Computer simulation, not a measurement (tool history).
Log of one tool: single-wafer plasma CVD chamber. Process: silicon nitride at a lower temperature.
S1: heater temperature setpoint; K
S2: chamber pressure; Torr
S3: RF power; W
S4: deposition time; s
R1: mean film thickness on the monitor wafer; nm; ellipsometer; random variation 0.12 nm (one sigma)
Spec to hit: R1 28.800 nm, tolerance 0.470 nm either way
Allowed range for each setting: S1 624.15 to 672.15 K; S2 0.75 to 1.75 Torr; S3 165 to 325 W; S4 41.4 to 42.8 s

Run 1, hour 0.0: S1 648.15 K, S2 1.25 Torr, S3 245 W, S4 41.4 s. Result: R1 42.556 nm.
Run 2, hour 6.3: S1 654.15 K, S2 1.12 Torr, S3 225 W, S4 41.4 s. Result: R1 36.814 nm.
Run 3, hour 15.3: S1 654.15 K, S2 1.12 Torr, S3 210 W, S4 41.4 s. Result: R1 34.275 nm.
Run 4, hour 21.8: S1 654.15 K, S2 1.04 Torr, S3 210 W, S4 41.4 s. Result: R1 32.760 nm.
Run 5, hour 26.3: S1 654.15 K, S2 1.04 Torr, S3 210 W, S4 41.4 s. Result: R1 32.982 nm.
Run 6, hour 34.7: S1 654.15 K, S2 0.97 Torr, S3 210 W, S4 41.4 s. Result: R1 31.553 nm.
Run 7, hour 38.6: S1 654.15 K, S2 0.75 Torr, S3 210 W, S4 41.4 s. Result: R1 25.142 nm.
Run 8, hour 40.4: S1 654.15 K, S2 0.79 Torr, S3 210 W, S4 41.4 s. Result: R1 26.967 nm.
Run 9, hour 48.9: S1 654.15 K, S2 0.81 Torr, S3 210 W, S4 41.4 s. Result: R1 27.601 nm.
Run 10, hour 55.9: S1 654.15 K, S2 0.82 Torr, S3 210 W, S4 41.4 s. Result: R1 27.867 nm.
Run 11, hour 58.4: S1 654.15 K, S2 0.83 Torr, S3 210 W, S4 41.4 s. Result: R1 28.146 nm.

4 next moves are on the table. One of them brings every result within its allowed miss. Which?
Run A, hour 60.9: S1 655.15 K, S2 0.94 Torr, S3 200 W, S4 42.2 s. Result: R1 ?.
Run B, hour 60.9: S1 660.15 K, S2 0.91 Torr, S3 200 W, S4 41.5 s. Result: R1 ?.
Run C, hour 60.9: S1 655.15 K, S2 0.88 Torr, S3 210 W, S4 42.8 s. Result: R1 ?.
Run D, hour 60.9: S1 655.15 K, S2 0.78 Torr, S3 230 W, S4 42.4 s. Result: R1 ?.

move      R1
   A  29.761
   B  28.527
   C  30.363
   D  29.787
A: moves the result that the last run missed by most past its target, out the other side
B: all results in spec
C: moves the result that the last run missed by most past its target, out the other side
D: moves the result that the last run missed by most past its target, out the other side
B is the move that brings every result within its allowed miss.
